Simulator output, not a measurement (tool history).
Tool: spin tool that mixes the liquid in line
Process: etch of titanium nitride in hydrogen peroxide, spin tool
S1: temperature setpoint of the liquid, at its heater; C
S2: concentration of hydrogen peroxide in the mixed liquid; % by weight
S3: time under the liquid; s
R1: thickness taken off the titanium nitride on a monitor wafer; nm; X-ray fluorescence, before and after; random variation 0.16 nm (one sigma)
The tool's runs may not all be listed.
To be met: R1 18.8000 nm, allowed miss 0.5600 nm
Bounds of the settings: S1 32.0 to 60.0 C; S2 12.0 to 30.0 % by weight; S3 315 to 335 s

Run 1, hour 0.0: S1 44.0 C, S2 20.5 % by weight, S3 315 s. Result: R1 8.4679 nm.
Run 2, hour 1.6: S1 44.0 C, S2 20.5 % by weight, S3 315 s. Result: R1 8.6564 nm.
Run 3, hour 7.2: S1 44.0 C, S2 20.5 % by weight, S3 315 s. Result: R1 8.5440 nm.
Run 4, hour 15.2: S1 44.0 C, S2 19.0 % by weight, S3 315 s. Result: R1 8.4652 nm.
Run 5, hour 22.7: S1 44.0 C, S2 16.0 % by weight, S3 315 s. Result: R1 8.1690 nm.
Run 6, hour 27.0: S1 48.0 C, S2 16.0 % by weight, S3 315 s. Result: R1 10.9090 nm.
Run 7, hour 33.3: S1 48.0 C, S2 16.0 % by weight, S3 315 s. Result: R1 11.1530 nm.
Run 8, hour 34.9: S1 50.5 C, S2 16.0 % by weight, S3 315 s. Result: R1 13.2200 nm.
Run 9, hour 39.1: S1 52.0 C, S2 16.0 % by weight, S3 315 s. Result: R1 14.6900 nm.
Run 10, hour 47.2: S1 52.0 C, S2 16.0 % by weight, S3 315 s. Result: R1 14.6300 nm.
Run 11, hour 50.8: S1 53.0 C, S2 16.0 % by weight, S3 315 s. Result: R1 15.5800 nm.
Run 12, hour 59.3: S1 54.0 C, S2 16.0 % by weight, S3 315 s. Result: R1 16.8730 nm.
At hour 68.0: thermometer replaced.
Run 13, hour 68.0: S1 54.5 C, S2 16.0 % by weight, S3 315 s. Result: R1 19.9680 nm.

Which of these 5 next moves meets every target?
Run A, hour 76.7: S1 54.5 C, S2 12.5 % by weight, S3 335 s. Result: R1 ?.
Run B, hour 76.7: S1 55.0 C, S2 16.5 % by weight, S3 315 s. Result: R1 ?.
Run C, hour 76.7: S1 55.0 C, S2 16.0 % by weight, S3 315 s. Result: R1 ?.
Run D, hour 76.7: S1 53.0 C, S2 15.5 % by weight, S3 330 s. Result: R1 ?.
Run E, hour 76.7: S1 55.0 C, S2 15.0 % by weight, S3 315 s. Result: R1 ?.

move       R1
   A  20.2530
   B  20.9080
   C  20.7730
   D  18.7750
   E  20.4920
A: further off than the last run
B: further off than the last run
C: further off than the last run
D: meets every target
E: further off than the last run
The right move is D.
